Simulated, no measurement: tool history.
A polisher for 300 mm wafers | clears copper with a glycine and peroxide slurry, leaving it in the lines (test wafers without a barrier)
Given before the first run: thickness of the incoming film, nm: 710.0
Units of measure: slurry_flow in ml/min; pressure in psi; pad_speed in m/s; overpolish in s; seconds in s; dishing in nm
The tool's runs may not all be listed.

| run | hour | slurry_flow | pressure | pad_speed | overpolish | seconds | dishing |
|---|---|---|---|---|---|---|---|
| 1 | 0 | 260 | 3.2 | 1 | 10 | 106.27 | 35.986 |
| 2 | 2.8 | 300 | 3.2 | 1 | 10 | 100.29 | 37.122 |
| 3 | 3.6 | 300 | 2.9 | 1.02 | 8 | 108.95 | 30.863 |
| 4 | 7.8 | 300 | 2.9 | 1.02 | 12 | 107.1 | 38.337 |
| 5 | 15 | 300 | 2.9 | 1.02 | 10 | 105.88 | 35.508 |
| 6 | 20.9 | 300 | 2.1 | 1.02 | 10 | 129.53 | 33.258 |
| 7 | 25.8 | 325 | 2.6 | 0.88 | 8 | 132.3 | 26.199 |
| 8 | 34.7 | 345 | 2.9 | 0.82 | 7 | 126.29 | 26.007 |
| 9 | 41.1 | 360 | 3.1 | 0.74 | 6 | 128.1 | 21.726 |
| 10 | 46.5 | 370 | 3.2 | 0.72 | 5 | 127.16 | 18.539 |
| 11 | 50.6 | 370 | 3.3 | 0.72 | 5 | 128.12 | 19.717 |
| 12 | 57.3 | 375 | 3.4 | 0.72 | 5 | 125.81 | 18.965 |

Run 13, settings as shown, results not yet in. Your forecast:
| 13 | 65.5 | 375 | 3.5 | 0.72 | 5 | ? | ? |

seconds: 123.4 s
dishing: 19.927 nm
